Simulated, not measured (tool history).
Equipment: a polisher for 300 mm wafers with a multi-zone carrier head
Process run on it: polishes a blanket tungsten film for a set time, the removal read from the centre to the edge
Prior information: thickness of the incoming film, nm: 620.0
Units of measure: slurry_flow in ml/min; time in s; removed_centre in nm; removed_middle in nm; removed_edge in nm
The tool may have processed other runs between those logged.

run	hour	slurry_flow	centre_zone	middle_zone	edge_zone	slurry_solids	time	removed_centre	removed_middle	removed_edge
1	0	270	1	1	1	1	36	235.49	232.18	236.42
2	1.8	270	1	0.96	1	1	36	235.81	225.75	237.14
3	5.4	215	1	0.96	1	1	36	227.25	223.23	233.02
4	12.8	215	1	0.9	1	1	36	227.63	212.66	231.97
5	19.8	220	1.01	0.92	1.02	1.05	36	233.49	216.08	233.44
6	24.5	220	0.94	0.92	1.02	1.05	36	222.5	219.99	236.87
7	33.3	225	0.95	0.93	1.04	1.1	37	231.67	225.54	253.36
8	36.1	235	0.97	0.96	1.04	1.15	37	238.5	236.61	254.45
9	41.6	245	0.99	0.97	1.05	1.2	37	245.28	241.72	256.19
10	49.3	255	1	0.97	1.06	1.25	38	257	251.41	268.35
11	56.5	265	1.01	0.98	1.07	1.3	38	263.61	254.86	273.55
12	57.8	270	1.02	0.99	1.08	1.35	38	268.98	258.82	272.85
13	66.5	280	1.05	0.98	1.15	1.5	42	312.73	290.55	324.11

Run 14 has not been measured yet. What should we expect?
14	72.3	280	1.05	0.98	1.15	1.5	42	?	?	?

removed_centre: 307.68 nm
removed_middle: 297.11 nm
removed_edge: 328.52 nm
